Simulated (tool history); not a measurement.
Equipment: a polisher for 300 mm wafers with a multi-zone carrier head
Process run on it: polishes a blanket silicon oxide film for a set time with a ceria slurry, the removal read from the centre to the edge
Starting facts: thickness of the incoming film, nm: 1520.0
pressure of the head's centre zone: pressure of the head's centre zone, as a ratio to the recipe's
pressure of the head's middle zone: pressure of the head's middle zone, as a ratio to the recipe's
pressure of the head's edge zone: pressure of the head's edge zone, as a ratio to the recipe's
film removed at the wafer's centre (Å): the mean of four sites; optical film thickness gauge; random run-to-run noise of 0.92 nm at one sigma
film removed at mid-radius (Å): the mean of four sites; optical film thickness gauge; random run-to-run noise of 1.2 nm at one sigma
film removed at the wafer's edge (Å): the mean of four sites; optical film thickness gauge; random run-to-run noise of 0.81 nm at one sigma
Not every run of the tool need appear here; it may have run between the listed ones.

run,hour,flow of slurry (ml/min),pressure of the head's centre zone,pressure of the head's middle zone,pressure of the head's edge zone,polishing time (s),film removed at the wafer's centre (Å),film removed at mid-radius (Å),film removed at the wafer's edge (Å)
1,0.0,160,1.00,1.00,1.00,30,850.93,810.13,834.77
2,3.1,160,1.00,1.00,1.00,25,710.29,671.26,698.34
3,11.9,160,1.00,0.92,1.00,25,705.81,624.30,700.37
4,20.0,170,1.01,0.94,1.05,29,840.78,747.58,848.55
5,26.4,170,1.01,0.94,1.05,26,751.06,670.64,750.32
6,27.2,180,1.02,0.96,1.08,29,857.21,774.48,847.93

Expected results for the next run?
7,33.5,180,1.02,0.96,1.10,32,?,?,?

Run 7 measured film removed at the wafer's centre (Å) 946.25, film removed at mid-radius (Å) 849.69, film removed at the wafer's edge (Å) 958.76.

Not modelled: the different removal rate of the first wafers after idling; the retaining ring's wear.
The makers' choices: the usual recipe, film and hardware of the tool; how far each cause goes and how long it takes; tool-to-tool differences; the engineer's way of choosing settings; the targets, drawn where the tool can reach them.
